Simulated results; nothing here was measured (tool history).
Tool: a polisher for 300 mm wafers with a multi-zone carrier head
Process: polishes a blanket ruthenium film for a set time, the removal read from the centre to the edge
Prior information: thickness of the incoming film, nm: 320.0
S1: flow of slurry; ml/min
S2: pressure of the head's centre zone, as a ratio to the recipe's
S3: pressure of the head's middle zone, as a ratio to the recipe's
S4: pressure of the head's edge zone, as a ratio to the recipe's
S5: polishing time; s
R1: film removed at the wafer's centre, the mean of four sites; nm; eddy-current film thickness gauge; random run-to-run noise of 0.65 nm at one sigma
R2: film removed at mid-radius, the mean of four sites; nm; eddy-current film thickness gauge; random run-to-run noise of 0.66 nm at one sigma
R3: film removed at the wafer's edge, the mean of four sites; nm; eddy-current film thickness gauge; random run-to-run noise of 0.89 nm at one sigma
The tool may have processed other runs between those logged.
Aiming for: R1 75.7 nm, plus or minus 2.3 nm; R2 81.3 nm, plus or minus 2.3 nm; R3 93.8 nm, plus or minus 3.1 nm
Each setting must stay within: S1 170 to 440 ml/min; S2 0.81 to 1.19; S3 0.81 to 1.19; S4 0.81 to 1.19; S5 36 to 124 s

Run 1, hour 0: S1 280 ml/min, S2 1, S3 1, S4 1, S5 79 s. Result: R1 130.24 nm, R2 130.13 nm, R3 131.86 nm.
Run 2, hour 7.2: S1 280 ml/min, S2 0.92, S3 1, S4 1, S5 79 s. Result: R1 120.47 nm, R2 128.67 nm, R3 132.24 nm.
Run 3, hour 11.5: S1 280 ml/min, S2 0.92, S3 1, S4 1, S5 95 s. Result: R1 143.92 nm, R2 157.57 nm, R3 158.49 nm.
Run 4, hour 16.7: S1 260 ml/min, S2 0.89, S3 0.97, S4 1, S5 82 s. Result: R1 118.79 nm, R2 132.51 nm, R3 136.77 nm.
Run 5, hour 17.7: S1 260 ml/min, S2 0.89, S3 0.97, S4 1, S5 75 s. Result: R1 108.71 nm, R2 121.5 nm, R3 124.92 nm.
Run 6, hour 23.5: S1 260 ml/min, S2 0.84, S3 0.97, S4 1, S5 75 s. Result: R1 102.47 nm, R2 119.17 nm, R3 127.54 nm.
Run 7, hour 26.9: S1 265 ml/min, S2 0.84, S3 0.93, S4 0.99, S5 67 s. Result: R1 91.748 nm, R2 104.15 nm, R3 110.68 nm.
Run 8, hour 27.5: S1 265 ml/min, S2 0.83, S3 0.9, S4 1, S5 63 s. Result: R1 85.285 nm, R2 96.267 nm, R3 105.5 nm.
Run 9, hour 33.8: S1 265 ml/min, S2 0.83, S3 0.87, S4 1, S5 61 s. Result: R1 84.043 nm, R2 89.32 nm, R3 100.66 nm.
Run 10, hour 38.1: S1 255 ml/min, S2 0.82, S3 0.86, S4 1, S5 59 s. Result: R1 79.809 nm, R2 85.951 nm, R3 98.372 nm.
Run 11, hour 42.5: S1 245 ml/min, S2 0.82, S3 0.85, S4 0.99, S5 58 s. Result: R1 77.002 nm, R2 83.344 nm, R3 95.797 nm.

Exactly one of the 5 candidate moves below puts every result within its allowed miss. Which one?
Run A, hour 46.9: S1 330 ml/min, S2 0.87, S3 0.9, S4 0.85, S5 54 s. Result: R1 ?, R2 ?, R3 ?.
Run B, hour 46.9: S1 280 ml/min, S2 0.84, S3 0.87, S4 0.89, S5 58 s. Result: R1 ?, R2 ?, R3 ?.
Run C, hour 46.9: S1 265 ml/min, S2 0.82, S3 0.91, S4 0.96, S5 58 s. Result: R1 ?, R2 ?, R3 ?.
Run D, hour 46.9: S1 175 ml/min, S2 0.88, S3 0.92, S4 1.02, S5 59 s. Result: R1 ?, R2 ?, R3 ?.
Run E, hour 46.9: S1 235 ml/min, S2 0.85, S3 0.88, S4 1.06, S5 56 s. Result: R1 ?, R2 ?, R3 ?.

move      R1      R2      R3
   A  79.022  84.086  84.906
   B  80.378  86.699  91.483
   C  77.903   88.93  93.481
   D  79.078  85.359  92.643
   E   76.63  82.519  92.616
A: moves away from the targets compared with the last run
B: moves away from the targets compared with the last run
C: moves away from the targets compared with the last run
D: moves away from the targets compared with the last run
E: hits every target within its allowed miss
E meets every target.

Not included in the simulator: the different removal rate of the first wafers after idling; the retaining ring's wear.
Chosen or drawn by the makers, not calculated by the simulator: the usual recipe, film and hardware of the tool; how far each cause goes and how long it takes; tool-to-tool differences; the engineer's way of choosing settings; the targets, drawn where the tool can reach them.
